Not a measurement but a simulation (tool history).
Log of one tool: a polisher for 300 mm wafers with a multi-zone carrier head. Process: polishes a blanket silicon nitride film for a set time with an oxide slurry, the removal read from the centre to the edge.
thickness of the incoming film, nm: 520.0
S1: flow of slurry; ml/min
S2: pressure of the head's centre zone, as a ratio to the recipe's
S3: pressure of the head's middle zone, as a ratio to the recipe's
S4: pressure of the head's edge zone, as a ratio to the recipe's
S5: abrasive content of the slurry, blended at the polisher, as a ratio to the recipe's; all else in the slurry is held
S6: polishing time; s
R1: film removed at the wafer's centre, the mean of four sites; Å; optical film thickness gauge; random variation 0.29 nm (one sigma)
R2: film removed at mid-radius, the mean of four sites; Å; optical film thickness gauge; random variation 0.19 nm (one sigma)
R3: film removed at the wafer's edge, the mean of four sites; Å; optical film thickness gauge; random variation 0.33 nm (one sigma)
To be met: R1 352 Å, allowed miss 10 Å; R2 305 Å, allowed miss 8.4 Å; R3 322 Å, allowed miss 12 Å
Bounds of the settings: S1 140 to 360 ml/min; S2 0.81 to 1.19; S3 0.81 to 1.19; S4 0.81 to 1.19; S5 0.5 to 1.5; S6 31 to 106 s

run  hour   S1    S2    S3    S4    S5  S6      R1      R2      R3
  1     0  230     1     1     1     1  68  393.99  405.53  407.68
  2   1.7  225  1.01  0.97  0.97  0.95  68  384.41  387.86  391.97
  3  10.1  225  1.01  1.02  0.97  0.95  68  379.59  397.87  389.73
  4  10.7  225  1.01  1.02  0.97  0.85  68  370.17  388.91  377.94
  5  13.8  225  1.01  1.02  0.97  0.75  68  357.22  374.36  363.52
  6  14.3  220  1.02  0.99  0.95  0.75  68  361.72  370.21  351.16
  7  22.1  215  1.02  0.96  0.96   0.7  68  351.29  353.08  346.05
  8  26.9  180  1.08  0.86  0.87  0.65  68  358.67  313.05  326.82

4 next moves are on the table. One of them brings every result within its allowed miss. Which?
  A  31.7  230  1.09  0.81  0.96   0.6  69   ?   ?   ?
  B  31.7  195  1.03  0.83  0.83  0.65  70   ?   ?   ?
  C  31.7  205  1.14  0.87  0.84   0.6  68   ?   ?   ?
  D  31.7  155  1.06  0.81  0.84  0.65  70   ?   ?   ?

move      R1      R2      R3
   A  369.54  312.06  349.16
   B  354.72  322.42  334.43
   C  375.24  315.86  320.14
   D  351.78  307.63  328.22
A: brings the result that was furthest off to its target, and leaves another outside
B: further off than the last run
C: further off than the last run
D: meets every target
Answer: D

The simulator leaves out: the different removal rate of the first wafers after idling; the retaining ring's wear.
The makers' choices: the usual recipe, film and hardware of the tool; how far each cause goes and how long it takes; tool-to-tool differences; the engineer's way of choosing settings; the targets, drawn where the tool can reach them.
